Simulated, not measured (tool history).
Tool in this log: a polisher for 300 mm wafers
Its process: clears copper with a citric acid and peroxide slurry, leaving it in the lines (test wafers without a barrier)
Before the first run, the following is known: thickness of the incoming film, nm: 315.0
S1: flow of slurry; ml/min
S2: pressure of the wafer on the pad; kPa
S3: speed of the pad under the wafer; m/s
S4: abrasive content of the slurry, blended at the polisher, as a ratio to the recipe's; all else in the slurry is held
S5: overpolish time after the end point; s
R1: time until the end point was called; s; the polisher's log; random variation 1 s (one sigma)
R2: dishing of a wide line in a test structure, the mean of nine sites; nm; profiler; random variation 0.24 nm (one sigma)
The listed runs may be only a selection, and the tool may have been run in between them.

run  hour   S1    S2    S3    S4  S5      R1      R2
  1     0  230  24.1  1.32     1  16  119.04  30.068
  2   5.2  230  23.4  1.36     1  12   119.8  23.789
  3   8.7  225  22.8  1.44  0.95  10  119.29  20.097
  4  15.7  200  22.1   1.6   0.8   8  118.05  16.511
  5  16.5  200  22.1   1.8   0.8   8  105.54  18.911
  6  17.7  180  22.8   1.8   0.7   7  104.04  16.023
  7  20.7  165  22.8   1.8  0.65   6  109.22  13.393

What does the tool deliver on the next run?
  8  21.4  140  24.8  1.8  0.5   5   ?   ?

Run 8 measured R1 106.14 s, R2 11.243 nm.
